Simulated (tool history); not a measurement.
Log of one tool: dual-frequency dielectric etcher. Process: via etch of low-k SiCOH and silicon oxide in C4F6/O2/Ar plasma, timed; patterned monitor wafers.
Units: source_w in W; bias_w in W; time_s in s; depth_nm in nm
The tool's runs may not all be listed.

run 1 hour=0 | source_w=450 bias_w=201 time_s=73 | depth_nm=207.36
run 2 hour=6.4 | source_w=420 bias_w=194 time_s=73 | depth_nm=199.12
run 3 hour=7.2 | source_w=420 bias_w=194 time_s=73 | depth_nm=199.34
run 4 hour=7.9 | source_w=400 bias_w=189 time_s=73 | depth_nm=194.81
run 5 hour=14.1 | source_w=380 bias_w=184 time_s=73 | depth_nm=188.09
run 6 hour=22.3 | source_w=380 bias_w=184 time_s=76 | depth_nm=196.86

Run 7 has not been measured yet. What should we expect?
run 7 hour=23.3 | source_w=370 bias_w=180 time_s=76 | depth_nm=?

{"run 7": {"depth_nm": 193.82}}
